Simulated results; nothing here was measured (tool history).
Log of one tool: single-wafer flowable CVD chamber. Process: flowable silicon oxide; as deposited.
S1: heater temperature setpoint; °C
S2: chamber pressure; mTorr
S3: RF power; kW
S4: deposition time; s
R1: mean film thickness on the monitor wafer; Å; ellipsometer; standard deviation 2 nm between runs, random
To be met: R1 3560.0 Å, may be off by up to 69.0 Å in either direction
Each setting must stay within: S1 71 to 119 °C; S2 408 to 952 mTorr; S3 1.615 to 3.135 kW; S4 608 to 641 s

run,hour,S1,S2,S3,S4,R1
1,0.0,95,680,2.375,641,4028.6
2,6.6,96,680,2.375,641,3908.2
3,14.6,106,680,2.375,641,2640.1
4,22.5,114,680,2.375,641,1988.9
5,23.7,111,680,2.375,641,2196.1
# hour 31.3: RF generator calibrated
6,31.3,118,680,2.375,641,1751.8
7,32.7,114,680,2.375,641,2029.5
8,38.7,102,682,2.375,641,3161.5
9,45.8,101,682,2.375,641,3284.6
10,51.6,100,682,2.375,641,3402.3

Which one of the following 5 next-run settings gets every result inside its allowed miss? There is exactly one.
A,57.4,100,691,2.635,608,?
B,57.4,104,803,2.140,641,?
C,57.4,97,662,2.250,623,?
D,57.4,103,765,2.360,641,?
E,57.4,96,583,2.095,623,?

move,R1
A,3333.9
B,3334.8
C,3553.9
D,3390.0
E,3200.1
A: lands further from the targets than the last run did
B: lands further from the targets than the last run did
C: each result inside its tolerance
D: lands further from the targets than the last run did
E: lands further from the targets than the last run did
Correct choice: C, which meets every target
